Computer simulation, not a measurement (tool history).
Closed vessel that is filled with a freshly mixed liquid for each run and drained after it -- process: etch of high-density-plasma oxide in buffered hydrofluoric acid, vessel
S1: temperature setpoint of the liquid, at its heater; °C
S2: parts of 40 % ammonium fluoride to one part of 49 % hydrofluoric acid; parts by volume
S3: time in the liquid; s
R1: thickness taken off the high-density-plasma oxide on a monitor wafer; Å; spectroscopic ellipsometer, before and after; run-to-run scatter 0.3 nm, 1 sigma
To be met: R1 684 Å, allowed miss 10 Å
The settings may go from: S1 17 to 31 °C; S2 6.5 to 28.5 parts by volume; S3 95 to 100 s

Run 1, day 0: S1 23 °C, S2 17.5 parts by volume, S3 95 s. Result: R1 802.75 Å.
Run 2, day 0.046: S1 22 °C, S2 17.5 parts by volume, S3 95 s. Result: R1 761.43 Å.
Run 3, day 0.358: S1 22 °C, S2 17.5 parts by volume, S3 95 s. Result: R1 755.96 Å.
Run 4, day 0.592: S1 21.5 °C, S2 17.5 parts by volume, S3 95 s. Result: R1 737.4 Å.
Run 5, day 0.717: S1 21.5 °C, S2 17.5 parts by volume, S3 100 s. Result: R1 775.64 Å.
Run 6, day 0.888: S1 21 °C, S2 17.5 parts by volume, S3 100 s. Result: R1 751.27 Å.
Run 7, day 1.129: S1 21 °C, S2 17.5 parts by volume, S3 100 s. Result: R1 758.04 Å.
Run 8, day 1.192: S1 20.5 °C, S2 17.5 parts by volume, S3 100 s. Result: R1 739.23 Å.
Run 9, day 1.308: S1 20 °C, S2 17.5 parts by volume, S3 100 s. Result: R1 709.39 Å.
Run 10, day 1.542: S1 20 °C, S2 17.5 parts by volume, S3 100 s. Result: R1 722.4 Å.
Run 11, day 1.912: S1 19.5 °C, S2 17.5 parts by volume, S3 100 s. Result: R1 698.6 Å.

Exercise: of the 5 proposed moves below, exactly one satisfies all targets within the stated allowed misses. Which move is it?
Run A, day 2.283: S1 18.5 °C, S2 16 parts by volume, S3 95 s. Result: R1 ?.
Run B, day 2.283: S1 23.5 °C, S2 20.5 parts by volume, S3 95 s. Result: R1 ?.
Run C, day 2.283: S1 20 °C, S2 18 parts by volume, S3 95 s. Result: R1 ?.
Run D, day 2.283: S1 17 °C, S2 14 parts by volume, S3 95 s. Result: R1 ?.
Run E, day 2.283: S1 23 °C, S2 19.5 parts by volume, S3 95 s. Result: R1 ?.

move      R1
   A   684.8
   B  713.96
   C   663.5
   D  717.07
   E  724.37
A: in spec on every target
B: the biggest miss grows against the last run
C: takes the result that was furthest off past its target
D: the biggest miss grows against the last run
E: the biggest miss grows against the last run
Correct choice: A, which meets every target
